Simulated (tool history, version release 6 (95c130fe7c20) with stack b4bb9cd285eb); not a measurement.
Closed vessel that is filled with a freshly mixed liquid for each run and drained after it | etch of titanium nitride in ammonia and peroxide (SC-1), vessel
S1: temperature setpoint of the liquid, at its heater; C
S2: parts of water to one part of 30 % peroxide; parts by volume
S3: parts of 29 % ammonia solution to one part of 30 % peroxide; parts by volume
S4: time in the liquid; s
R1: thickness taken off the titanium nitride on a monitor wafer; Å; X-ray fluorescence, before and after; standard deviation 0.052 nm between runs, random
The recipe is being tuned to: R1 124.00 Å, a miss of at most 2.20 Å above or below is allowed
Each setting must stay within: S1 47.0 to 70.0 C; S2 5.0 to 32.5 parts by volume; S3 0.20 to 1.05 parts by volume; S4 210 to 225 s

run 1 hour=0.0 | S1=63.0 S2=18.0 S3=0.55 S4=210 | R1=276.44
run 2 hour=3.6 | S1=63.0 S2=18.0 S3=0.55 S4=210 | R1=275.95
run 3 hour=7.0 | S1=61.5 S2=18.0 S3=0.55 S4=210 | R1=250.19
run 4 hour=11.8 | S1=67.5 S2=18.0 S3=0.55 S4=210 | R1=368.67
run 5 hour=20.3 | S1=67.5 S2=18.0 S3=0.55 S4=225 | R1=395.65
run 6 hour=28.9 | S1=67.5 S2=18.0 S3=0.45 S4=225 | R1=381.83
run 7 hour=35.0 | S1=65.0 S2=18.0 S3=0.45 S4=225 | R1=324.11
run 8 hour=39.0 | S1=63.0 S2=18.0 S3=0.45 S4=225 | R1=286.66
run 9 hour=41.3 | S1=61.5 S2=18.0 S3=0.45 S4=225 | R1=259.87
run 10 hour=46.4 | S1=53.5 S2=18.0 S3=0.45 S4=225 | R1=152.39
run 11 hour=51.7 | S1=53.0 S2=18.0 S3=0.45 S4=225 | R1=146.22
run 12 hour=56.0 | S1=52.5 S2=18.0 S3=0.45 S4=225 | R1=141.07
run 13 hour=61.3 | S1=51.5 S2=18.0 S3=0.45 S4=225 | R1=132.43

Which of these 5 next moves meets every target?
run A hour=66.6 | S1=50.0 S2=14.0 S3=0.50 S4=210 | R1=?
run B hour=66.6 | S1=51.0 S2=17.5 S3=0.35 S4=225 | R1=?
run C hour=66.6 | S1=53.5 S2=18.5 S3=0.20 S4=210 | R1=?
run D hour=66.6 | S1=48.0 S2=13.5 S3=0.60 S4=210 | R1=?
run E hour=66.6 | S1=50.5 S2=15.0 S3=0.70 S4=225 | R1=?

move=A R1=130.12
move=B R1=123.80
move=C R1=119.60
move=D R1=119.05
move=E R1=147.68
A: better than the last run, though not everything is in spec
B: all results land within tolerance of their targets
C: pushes the last run's worst result past its target
D: pushes the last run's worst result past its target
E: the biggest miss grows against the last run
The move that meets every target is B.
